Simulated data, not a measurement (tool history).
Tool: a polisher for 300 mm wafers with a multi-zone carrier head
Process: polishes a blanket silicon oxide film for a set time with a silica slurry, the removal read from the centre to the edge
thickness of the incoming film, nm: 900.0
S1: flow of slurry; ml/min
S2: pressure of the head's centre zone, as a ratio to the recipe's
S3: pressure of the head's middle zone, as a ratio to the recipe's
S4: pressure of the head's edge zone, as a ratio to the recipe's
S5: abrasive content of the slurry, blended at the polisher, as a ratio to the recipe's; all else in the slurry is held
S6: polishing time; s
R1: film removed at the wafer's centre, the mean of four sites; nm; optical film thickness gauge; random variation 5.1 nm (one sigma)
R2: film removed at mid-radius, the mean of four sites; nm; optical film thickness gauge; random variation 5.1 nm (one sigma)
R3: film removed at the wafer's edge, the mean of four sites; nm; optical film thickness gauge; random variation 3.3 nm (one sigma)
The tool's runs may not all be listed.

run 1 day=0 | S1=255 S2=1 S3=1 S4=1 S5=1 S6=68 | R1=293.34 R2=292.36 R3=296.07
run 2 day=0.125 | S1=255 S2=0.92 S3=1 S4=1 S5=1 S6=68 | R1=269.23 R2=288.65 R3=296.03
run 3 day=0.275 | S1=265 S2=0.95 S3=1.05 S4=1.03 S5=1.1 S6=68 | R1=294.8 R2=325.1 R3=314.5
run 4 day=0.367 | S1=265 S2=0.95 S3=1 S4=1.03 S5=1.1 S6=68 | R1=297.67 R2=305.73 R3=318.04
run 5 day=0.646 | S1=275 S2=0.96 S3=1.05 S4=1.07 S5=1.15 S6=68 | R1=298.87 R2=328.66 R3=335.88
run 6 day=0.775 | S1=275 S2=0.96 S3=1.05 S4=1.11 S5=1.15 S6=68 | R1=310.37 R2=325.51 R3=332.31
run 7 day=0.971 | S1=285 S2=0.98 S3=1.09 S4=1.11 S5=1.2 S6=68 | R1=320.72 R2=344.63 R3=344.5

The next listed run, before its measurement:
run 8 day=1.192 | S1=290 S2=0.99 S3=1.12 S4=1.11 S5=1.25 S6=68 | R1=? R2=? R3=?

R1: 329.62 nm
R2: 360.47 nm
R3: 351.29 nm
